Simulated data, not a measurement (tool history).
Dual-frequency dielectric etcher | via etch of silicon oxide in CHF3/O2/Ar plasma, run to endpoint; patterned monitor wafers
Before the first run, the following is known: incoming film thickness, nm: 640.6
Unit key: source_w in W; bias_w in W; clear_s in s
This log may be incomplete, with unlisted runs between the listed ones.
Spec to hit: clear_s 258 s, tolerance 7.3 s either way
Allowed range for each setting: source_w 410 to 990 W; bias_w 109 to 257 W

run 1 day=0 | source_w=700 bias_w=183 | clear_s=288.53
run 2 day=0.212 | source_w=630 bias_w=183 | clear_s=297.5
run 3 day=0.454 | source_w=630 bias_w=158 | clear_s=326.8
run 4 day=0.538 | source_w=630 bias_w=134 | clear_s=354.03
run 5 day=0.708 | source_w=510 bias_w=134 | clear_s=393.84
run 6 day=0.758 | source_w=610 bias_w=138 | clear_s=356.63
run 7 day=0.796 | source_w=690 bias_w=143 | clear_s=331.2
run 8 day=0.925 | source_w=750 bias_w=148 | clear_s=311.32
run 9 day=1.271 | source_w=750 bias_w=148 | clear_s=309.94
run 10 day=1.5 | source_w=800 bias_w=151 | clear_s=299.23

Which one of the following 4 next-run settings gets every result inside its allowed miss? There is exactly one.
run A day=1.729 | source_w=860 bias_w=162 | clear_s=?
run B day=1.729 | source_w=920 bias_w=154 | clear_s=?
run C day=1.729 | source_w=940 bias_w=178 | clear_s=?
run D day=1.729 | source_w=670 bias_w=205 | clear_s=?

move=A clear_s=276.89
move=B clear_s=276.59
move=C clear_s=253.84
move=D clear_s=271.68
A: gains on the last run, yet a result remains outside its allowed miss
B: gains on the last run, yet a result remains outside its allowed miss
C: every result lands within tolerance
D: gains on the last run, yet a result remains outside its allowed miss
Go with C: it meets all targets.
